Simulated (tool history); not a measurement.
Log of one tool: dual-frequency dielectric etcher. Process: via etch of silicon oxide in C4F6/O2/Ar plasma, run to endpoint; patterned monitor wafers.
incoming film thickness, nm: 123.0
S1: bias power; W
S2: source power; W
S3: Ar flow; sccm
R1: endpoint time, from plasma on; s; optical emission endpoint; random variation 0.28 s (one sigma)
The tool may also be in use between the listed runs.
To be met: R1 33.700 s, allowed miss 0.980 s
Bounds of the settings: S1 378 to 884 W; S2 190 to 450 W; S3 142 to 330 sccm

{"run": 1, "hour": 0.0, "S1": 631, "S2": 320, "S3": 236, "R1": 25.792}
{"run": 2, "hour": 3.3, "S1": 631, "S2": 320, "S3": 202, "R1": 24.925}
{"run": 3, "hour": 12.1, "S1": 572, "S2": 290, "S3": 213, "R1": 27.713}
{"run": 4, "hour": 20.4, "S1": 572, "S2": 290, "S3": 244, "R1": 28.115}
{"run": 5, "hour": 28.3, "S1": 528, "S2": 280, "S3": 247, "R1": 30.017}
{"run": 6, "hour": 33.9, "S1": 528, "S2": 260, "S3": 247, "R1": 31.004}
{"run": 7, "hour": 38.2, "S1": 505, "S2": 260, "S3": 247, "R1": 31.471}
{"run": 8, "hour": 45.0, "S1": 412, "S2": 240, "S3": 251, "R1": 36.392}
{"run": 9, "hour": 48.1, "S1": 429, "S2": 240, "S3": 251, "R1": 35.294}
{"run": 10, "hour": 50.2, "S1": 440, "S2": 240, "S3": 251, "R1": 35.177}
{"run": 11, "hour": 57.2, "S1": 450, "S2": 240, "S3": 251, "R1": 35.114}

4 next moves are on the table. One of them brings every result within its allowed miss. Which?
{"run": "A", "hour": 64.2, "S1": 417, "S2": 220, "S3": 209, "R1": "?"}
{"run": "B", "hour": 64.2, "S1": 487, "S2": 190, "S3": 183, "R1": "?"}
{"run": "C", "hour": 64.2, "S1": 385, "S2": 300, "S3": 279, "R1": "?"}
{"run": "D", "hour": 64.2, "S1": 452, "S2": 220, "S3": 228, "R1": "?"}

move=A R1=36.338
move=B R1=35.986
move=C R1=33.618
move=D R1=35.629
A: further off than the last run
B: further off than the last run
C: meets every target
D: further off than the last run
Answer: C
